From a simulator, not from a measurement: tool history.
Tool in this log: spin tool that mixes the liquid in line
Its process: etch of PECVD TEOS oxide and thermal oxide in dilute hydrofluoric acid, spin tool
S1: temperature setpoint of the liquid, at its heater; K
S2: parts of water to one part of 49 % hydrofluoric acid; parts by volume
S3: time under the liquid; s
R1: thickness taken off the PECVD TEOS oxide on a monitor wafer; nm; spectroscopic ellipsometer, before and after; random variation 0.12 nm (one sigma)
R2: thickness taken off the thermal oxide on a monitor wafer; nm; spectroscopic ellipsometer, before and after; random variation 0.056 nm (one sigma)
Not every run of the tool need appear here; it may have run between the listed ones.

| run | hour | S1 | S2 | S3 | R1 | R2 |
|---|---|---|---|---|---|---|
| 1 | 0 | 294.15 | 225 | 100 | 8.3082 | 1.6183 |
| 2 | 0.7 | 291.15 | 225 | 100 | 7.3644 | 1.3832 |
| 3 | 5.9 | 294.15 | 225 | 100 | 8.5187 | 1.5582 |
| 4 | 8.1 | 297.15 | 225 | 100 | 9.3527 | 1.7497 |
| 5 | 17.1 | 297.65 | 215 | 100 | 10.051 | 1.8795 |
| 6 | 21.3 | 297.65 | 255 | 100 | 8.1313 | 1.5213 |
| 7 | 25.3 | 298.15 | 240 | 100 | 9.0721 | 1.6975 |
| 8 | 28.7 | 298.65 | 230 | 100 | 9.635 | 1.8617 |
| 9 | 31 | 299.15 | 220 | 100 | 10.277 | 1.9649 |
| 10 | 35 | 299.65 | 210 | 100 | 11.257 | 2.1166 |
| 11 | 41.6 | 300.15 | 205 | 100 | 11.776 | 2.2023 |
| 12 | 45.3 | 300.65 | 200 | 100 | 12.377 | 2.2804 |
| 13 | 50.6 | 300.65 | 195 | 100 | 12.765 | 2.3638 |
| 14 | 58 | 300.65 | 190 | 100 | 13.047 | 2.5486 |

Expected results for the next run?
| 15 | 63.1 | 301.15 | 180 | 100 | ? | ? |

Run 15 measured R1 14.128 nm, R2 2.7292 nm.
